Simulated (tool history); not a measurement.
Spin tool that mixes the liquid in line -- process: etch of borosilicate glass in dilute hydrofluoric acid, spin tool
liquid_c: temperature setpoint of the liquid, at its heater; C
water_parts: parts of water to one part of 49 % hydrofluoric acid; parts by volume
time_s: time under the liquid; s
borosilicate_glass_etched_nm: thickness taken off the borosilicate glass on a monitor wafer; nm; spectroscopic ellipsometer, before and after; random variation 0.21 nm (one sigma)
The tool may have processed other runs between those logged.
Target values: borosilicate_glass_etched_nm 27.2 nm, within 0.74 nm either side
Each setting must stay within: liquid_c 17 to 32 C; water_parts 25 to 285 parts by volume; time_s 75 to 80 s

Run 1, day 0: liquid_c 24 C, water_parts 155 parts by volume, time_s 75 s. Result: borosilicate_glass_etched_nm 18.016 nm.
Run 2, day 0.204: liquid_c 24 C, water_parts 100 parts by volume, time_s 75 s. Result: borosilicate_glass_etched_nm 30.105 nm.
Run 3, day 0.421: liquid_c 23 C, water_parts 100 parts by volume, time_s 75 s. Result: borosilicate_glass_etched_nm 29.07 nm.
Run 4, day 0.7: liquid_c 23 C, water_parts 125 parts by volume, time_s 75 s. Result: borosilicate_glass_etched_nm 22.414 nm.
Run 5, day 0.996: liquid_c 24 C, water_parts 125 parts by volume, time_s 75 s. Result: borosilicate_glass_etched_nm 23.619 nm.
Run 6, day 1.204: liquid_c 24 C, water_parts 170 parts by volume, time_s 75 s. Result: borosilicate_glass_etched_nm 16.227 nm.
Run 7, day 1.433: liquid_c 26.5 C, water_parts 160 parts by volume, time_s 75 s. Result: borosilicate_glass_etched_nm 19.151 nm.
Run 8, day 1.55: liquid_c 28 C, water_parts 155 parts by volume, time_s 75 s. Result: borosilicate_glass_etched_nm 21.063 nm.
Run 9, day 1.621: liquid_c 29 C, water_parts 150 parts by volume, time_s 75 s. Result: borosilicate_glass_etched_nm 22.631 nm.
Run 10, day 1.825: liquid_c 29 C, water_parts 150 parts by volume, time_s 75 s. Result: borosilicate_glass_etched_nm 22.715 nm.

Exercise: of the 5 proposed moves below, exactly one satisfies all targets within the stated allowed misses. Which move is it?
Run A, day 2.029: liquid_c 29.5 C, water_parts 175 parts by volume, time_s 75 s. Result: borosilicate_glass_etched_nm ?.
Run B, day 2.029: liquid_c 27.5 C, water_parts 155 parts by volume, time_s 75 s. Result: borosilicate_glass_etched_nm ?.
Run C, day 2.029: liquid_c 30 C, water_parts 135 parts by volume, time_s 80 s. Result: borosilicate_glass_etched_nm ?.
Run D, day 2.029: liquid_c 32 C, water_parts 150 parts by volume, time_s 80 s. Result: borosilicate_glass_etched_nm ?.
Run E, day 2.029: liquid_c 27 C, water_parts 165 parts by volume, time_s 75 s. Result: borosilicate_glass_etched_nm ?.

move  borosilicate_glass_etched_nm
   A                        19.389
   B                        20.878
   C                        28.745
   D                        27.232
   E                        19.024
A: lands further from the targets than the last run did
B: lands further from the targets than the last run did
C: takes the result that was furthest off past its target
D: in spec on every target
E: lands further from the targets than the last run did
Move D is the one to make.
